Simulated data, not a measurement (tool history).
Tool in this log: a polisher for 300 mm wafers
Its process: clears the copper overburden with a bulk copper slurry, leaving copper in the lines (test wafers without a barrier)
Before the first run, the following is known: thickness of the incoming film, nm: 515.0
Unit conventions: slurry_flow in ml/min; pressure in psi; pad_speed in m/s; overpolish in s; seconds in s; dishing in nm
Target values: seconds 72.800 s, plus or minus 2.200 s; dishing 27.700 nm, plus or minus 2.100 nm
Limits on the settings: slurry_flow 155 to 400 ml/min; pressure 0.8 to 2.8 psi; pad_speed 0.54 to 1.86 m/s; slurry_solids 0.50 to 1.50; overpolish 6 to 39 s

Run 1, hour 0.0: slurry_flow 255 ml/min, pressure 1.8 psi, pad_speed 1.18 m/s, slurry_solids 1.00, overpolish 20 s. Result: seconds 70.852 s, dishing 65.584 nm.
Run 2, hour 5.5: slurry_flow 255 ml/min, pressure 1.8 psi, pad_speed 1.18 m/s, slurry_solids 1.10, overpolish 20 s. Result: seconds 70.578 s, dishing 67.358 nm.
Run 3, hour 7.8: slurry_flow 255 ml/min, pressure 1.8 psi, pad_speed 0.92 m/s, slurry_solids 1.10, overpolish 20 s. Result: seconds 80.489 s, dishing 61.944 nm.
Run 4, hour 12.2: slurry_flow 295 ml/min, pressure 1.7 psi, pad_speed 1.04 m/s, slurry_solids 0.95, overpolish 16 s. Result: seconds 80.327 s, dishing 53.980 nm.
Run 5, hour 18.8: slurry_flow 325 ml/min, pressure 1.6 psi, pad_speed 1.16 m/s, slurry_solids 0.80, overpolish 13 s. Result: seconds 83.214 s, dishing 45.987 nm.
Run 6, hour 24.7: slurry_flow 345 ml/min, pressure 1.5 psi, pad_speed 1.34 m/s, slurry_solids 0.70, overpolish 11 s. Result: seconds 83.890 s, dishing 39.695 nm.
Run 7, hour 27.0: slurry_flow 360 ml/min, pressure 1.5 psi, pad_speed 1.48 m/s, slurry_solids 0.65, overpolish 10 s. Result: seconds 81.329 s, dishing 38.324 nm.
Run 8, hour 29.6: slurry_flow 400 ml/min, pressure 1.3 psi, pad_speed 1.82 m/s, slurry_solids 0.55, overpolish 6 s. Result: seconds 82.414 s, dishing 25.369 nm.
Run 9, hour 32.3: slurry_flow 400 ml/min, pressure 1.4 psi, pad_speed 1.84 m/s, slurry_solids 0.55, overpolish 6 s. Result: seconds 77.272 s, dishing 26.605 nm.

Exercise: of the 5 proposed moves below, exactly one satisfies all targets within the stated allowed misses. Which move is it?
Run A, hour 35.0: slurry_flow 400 ml/min, pressure 1.6 psi, pad_speed 1.70 m/s, slurry_solids 0.55, overpolish 6 s. Result: seconds ?, dishing ?.
Run B, hour 35.0: slurry_flow 400 ml/min, pressure 1.3 psi, pad_speed 1.80 m/s, slurry_solids 0.50, overpolish 7 s. Result: seconds ?, dishing ?.
Run C, hour 35.0: slurry_flow 375 ml/min, pressure 1.5 psi, pad_speed 1.64 m/s, slurry_solids 0.50, overpolish 6 s. Result: seconds ?, dishing ?.
Run D, hour 35.0: slurry_flow 400 ml/min, pressure 1.3 psi, pad_speed 1.60 m/s, slurry_solids 0.65, overpolish 8 s. Result: seconds ?, dishing ?.
Run E, hour 35.0: slurry_flow 385 ml/min, pressure 1.3 psi, pad_speed 1.80 m/s, slurry_solids 0.60, overpolish 7 s. Result: seconds ?, dishing ?.

move  seconds  dishing
   A   73.517   27.558
   B   87.519   26.780
   C   83.101   24.825
   D   85.875   30.221
   E   81.703   28.295
A: each result inside its tolerance
B: lands further from the targets than the last run did
C: lands further from the targets than the last run did
D: lands further from the targets than the last run did
E: lands further from the targets than the last run did
A meets every target.
